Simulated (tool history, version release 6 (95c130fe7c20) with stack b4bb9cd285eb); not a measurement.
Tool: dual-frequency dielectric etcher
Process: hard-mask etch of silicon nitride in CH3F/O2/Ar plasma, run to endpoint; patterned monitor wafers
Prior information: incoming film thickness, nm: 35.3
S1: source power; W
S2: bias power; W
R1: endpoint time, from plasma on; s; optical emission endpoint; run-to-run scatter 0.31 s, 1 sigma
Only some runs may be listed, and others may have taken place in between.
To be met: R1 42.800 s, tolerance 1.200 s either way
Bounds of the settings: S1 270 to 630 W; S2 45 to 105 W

{"run": 1, "hour": 0.0, "S1": 450, "S2": 75, "R1": 46.643}
{"run": 2, "hour": 0.6, "S1": 450, "S2": 81, "R1": 45.412}
{"run": 3, "hour": 7.1, "S1": 460, "S2": 82, "R1": 45.245}
{"run": 4, "hour": 13.9, "S1": 460, "S2": 69, "R1": 48.179}
{"run": 5, "hour": 16.2, "S1": 460, "S2": 64, "R1": 48.46}
{"run": 6, "hour": 19.4, "S1": 390, "S2": 64, "R1": 51.965}
{"run": 7, "hour": 20.1, "S1": 420, "S2": 66, "R1": 50.0}
{"hour": 24.0, "done": "wet clean of the chamber"}
{"run": 8, "hour": 24.0, "S1": 440, "S2": 68, "R1": 50.268}
{"run": 9, "hour": 31.0, "S1": 440, "S2": 68, "R1": 50.481}
{"run": 10, "hour": 38.4, "S1": 460, "S2": 70, "R1": 48.674}
{"run": 11, "hour": 43.0, "S1": 470, "S2": 73, "R1": 47.694}
{"run": 12, "hour": 43.7, "S1": 480, "S2": 76, "R1": 46.378}
{"run": 13, "hour": 47.2, "S1": 480, "S2": 76, "R1": 47.349}
{"run": 14, "hour": 51.6, "S1": 480, "S2": 79, "R1": 45.554}
{"run": 15, "hour": 56.6, "S1": 490, "S2": 80, "R1": 46.488}
{"run": 16, "hour": 60.9, "S1": 490, "S2": 83, "R1": 45.056}

Of the 5 settings listed for the next run, only one would bring every result within its allowed miss of target. Which one?
{"run": "A", "hour": 65.2, "S1": 470, "S2": 101, "R1": "?"}
{"run": "B", "hour": 65.2, "S1": 530, "S2": 103, "R1": "?"}
{"run": "C", "hour": 65.2, "S1": 530, "S2": 68, "R1": "?"}
{"run": "D", "hour": 65.2, "S1": 540, "S2": 105, "R1": "?"}
{"run": "E", "hour": 65.2, "S1": 570, "S2": 105, "R1": "?"}

move=A R1=43.038
move=B R1=40.968
move=C R1=46.982
move=D R1=40.426
move=E R1=39.656
A: all results land within tolerance of their targets
B: takes the biggest miss from the last run beyond its target
C: further off than the last run
D: takes the biggest miss from the last run beyond its target
E: takes the biggest miss from the last run beyond its target
Correct choice: A, which meets every target

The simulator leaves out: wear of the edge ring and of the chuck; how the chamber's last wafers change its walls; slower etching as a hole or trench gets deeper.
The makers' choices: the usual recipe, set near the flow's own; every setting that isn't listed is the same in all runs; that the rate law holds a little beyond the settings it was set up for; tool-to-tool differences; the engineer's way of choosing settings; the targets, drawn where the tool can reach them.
